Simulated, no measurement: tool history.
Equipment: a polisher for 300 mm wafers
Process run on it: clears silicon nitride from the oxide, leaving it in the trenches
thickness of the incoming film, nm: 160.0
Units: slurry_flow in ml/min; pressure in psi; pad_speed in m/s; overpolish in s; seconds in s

run,hour,slurry_flow,pressure,pad_speed,overpolish,seconds
1,0.0,250,3.5,0.84,35,138.06
2,5.4,250,3.2,0.84,35,149.76
3,7.1,250,3.4,0.84,35,144.02
4,8.7,285,3.4,0.84,35,146.63
5,12.2,285,3.6,0.84,35,135.33
6,14.2,285,3.7,0.84,35,130.40

Estimate the outcome of run 7 from the log above:
7,22.1,285,3.8,0.84,35,?

{"run 7": {"seconds": 128.05}}
